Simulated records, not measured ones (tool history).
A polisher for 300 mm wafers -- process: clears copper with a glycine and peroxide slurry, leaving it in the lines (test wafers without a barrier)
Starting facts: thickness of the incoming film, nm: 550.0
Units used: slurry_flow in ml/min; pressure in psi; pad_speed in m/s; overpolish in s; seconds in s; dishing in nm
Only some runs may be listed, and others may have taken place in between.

{"run": 1, "day": 0.0, "slurry_flow": 275, "pressure": 3.5, "pad_speed": 1.06, "overpolish": 13, "seconds": 85.4, "dishing": 40.483}
{"run": 2, "day": 0.321, "slurry_flow": 260, "pressure": 3.3, "pad_speed": 1.04, "overpolish": 12, "seconds": 93.586, "dishing": 35.959}
{"run": 3, "day": 0.612, "slurry_flow": 250, "pressure": 3.1, "pad_speed": 1.04, "overpolish": 11, "seconds": 98.166, "dishing": 34.023}
{"run": 4, "day": 0.662, "slurry_flow": 250, "pressure": 3.1, "pad_speed": 0.84, "overpolish": 11, "seconds": 116.53, "dishing": 30.166}
{"run": 5, "day": 0.717, "slurry_flow": 240, "pressure": 3.1, "pad_speed": 0.8, "overpolish": 10, "seconds": 124.36, "dishing": 26.968}
{"run": 6, "day": 1.025, "slurry_flow": 230, "pressure": 3.2, "pad_speed": 0.76, "overpolish": 9, "seconds": 123.2, "dishing": 24.343}
{"run": 7, "day": 1.321, "slurry_flow": 230, "pressure": 3.2, "pad_speed": 0.76, "overpolish": 9, "seconds": 125.93, "dishing": 24.537}

Run 8 has not been measured yet. What should we expect?
{"run": 8, "day": 1.675, "slurry_flow": 220, "pressure": 3.4, "pad_speed": 0.72, "overpolish": 8, "seconds": "?", "dishing": "?"}

seconds: 129.730 s
dishing: 22.217 nm
